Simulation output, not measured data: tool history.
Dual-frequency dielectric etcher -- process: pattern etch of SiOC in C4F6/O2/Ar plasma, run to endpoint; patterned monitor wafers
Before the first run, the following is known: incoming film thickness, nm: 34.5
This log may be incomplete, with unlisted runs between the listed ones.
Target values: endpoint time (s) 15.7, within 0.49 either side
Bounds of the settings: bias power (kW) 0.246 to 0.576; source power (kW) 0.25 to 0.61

run 1 hour=0 | bias_power_(kW)=0.411 source_power_(kW)=0.43 | endpoint_time_(s)=13.848
run 2 hour=6.8 | bias_power_(kW)=0.411 source_power_(kW)=0.5 | endpoint_time_(s)=13.003
run 3 hour=15 | bias_power_(kW)=0.372 source_power_(kW)=0.47 | endpoint_time_(s)=13.751
run 4 hour=18.5 | bias_power_(kW)=0.345 source_power_(kW)=0.45 | endpoint_time_(s)=14.405
run 5 hour=19.7 | bias_power_(kW)=0.345 source_power_(kW)=0.51 | endpoint_time_(s)=13.887
run 6 hour=21.4 | bias_power_(kW)=0.318 source_power_(kW)=0.49 | endpoint_time_(s)=14.535
run 7 hour=24 | bias_power_(kW)=0.301 source_power_(kW)=0.48 | endpoint_time_(s)=15.031
run 8 hour=31.3 | bias_power_(kW)=0.292 source_power_(kW)=0.48 | endpoint_time_(s)=15.027

Which single option among these 5 for the next run brings every result within its allowed miss of target? Just one does.
run A hour=38.6 | bias_power_(kW)=0.367 source_power_(kW)=0.34 | endpoint_time_(s)=?
run B hour=38.6 | bias_power_(kW)=0.315 source_power_(kW)=0.52 | endpoint_time_(s)=?
run C hour=38.6 | bias_power_(kW)=0.324 source_power_(kW)=0.52 | endpoint_time_(s)=?
run D hour=38.6 | bias_power_(kW)=0.341 source_power_(kW)=0.46 | endpoint_time_(s)=?
run E hour=38.6 | bias_power_(kW)=0.328 source_power_(kW)=0.46 | endpoint_time_(s)=?

move=A endpoint_time_(s)=15.989
move=B endpoint_time_(s)=14.381
move=C endpoint_time_(s)=14.236
move=D endpoint_time_(s)=14.645
move=E endpoint_time_(s)=14.855
A: each result inside its tolerance
B: misses by more than the last run did
C: misses by more than the last run did
D: misses by more than the last run did
E: misses by more than the last run did
Answer: A
